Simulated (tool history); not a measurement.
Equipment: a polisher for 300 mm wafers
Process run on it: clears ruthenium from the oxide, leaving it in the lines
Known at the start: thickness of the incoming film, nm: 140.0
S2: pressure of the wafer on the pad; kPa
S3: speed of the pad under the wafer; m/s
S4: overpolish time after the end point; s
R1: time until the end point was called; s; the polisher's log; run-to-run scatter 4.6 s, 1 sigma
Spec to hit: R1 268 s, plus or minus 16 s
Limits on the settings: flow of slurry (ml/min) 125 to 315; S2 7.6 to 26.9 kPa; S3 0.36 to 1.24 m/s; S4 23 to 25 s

run 1 hour=0 | flow_of_slurry_(ml/min)=205 S2=17.2 S3=0.8 S4=23 | R1=131.44
run 2 hour=5.6 | flow_of_slurry_(ml/min)=205 S2=17.2 S3=0.98 S4=23 | R1=107.4
run 3 hour=7.3 | flow_of_slurry_(ml/min)=190 S2=17.2 S3=0.98 S4=23 | R1=106.17
run 4 hour=9.7 | flow_of_slurry_(ml/min)=190 S2=14.5 S3=0.9 S4=23 | R1=129.41
run 5 hour=10.4 | flow_of_slurry_(ml/min)=190 S2=12.4 S3=0.78 S4=23 | R1=160.75
run 6 hour=19.2 | flow_of_slurry_(ml/min)=190 S2=11 S3=0.7 S4=23 | R1=193.18
run 7 hour=26.4 | flow_of_slurry_(ml/min)=190 S2=10.3 S3=0.66 S4=23 | R1=212.27
run 8 hour=28.9 | flow_of_slurry_(ml/min)=190 S2=9.7 S3=0.64 S4=23 | R1=229.43

Which of these 4 next moves meets every target?
run A hour=31.4 | flow_of_slurry_(ml/min)=195 S2=7.6 S3=0.5 S4=23 | R1=?
run B hour=31.4 | flow_of_slurry_(ml/min)=195 S2=8.3 S3=0.58 S4=23 | R1=?
run C hour=31.4 | flow_of_slurry_(ml/min)=220 S2=11.7 S3=0.42 S4=23 | R1=?
run D hour=31.4 | flow_of_slurry_(ml/min)=180 S2=12.4 S3=0.7 S4=23 | R1=?

move=A R1=313.1
move=B R1=262.2
move=C R1=299.39
move=D R1=182.73
A: pushes the last run's worst result past its target
B: hits every target within its allowed miss
C: pushes the last run's worst result past its target
D: its largest miss is bigger than the last run's
The right move is B.
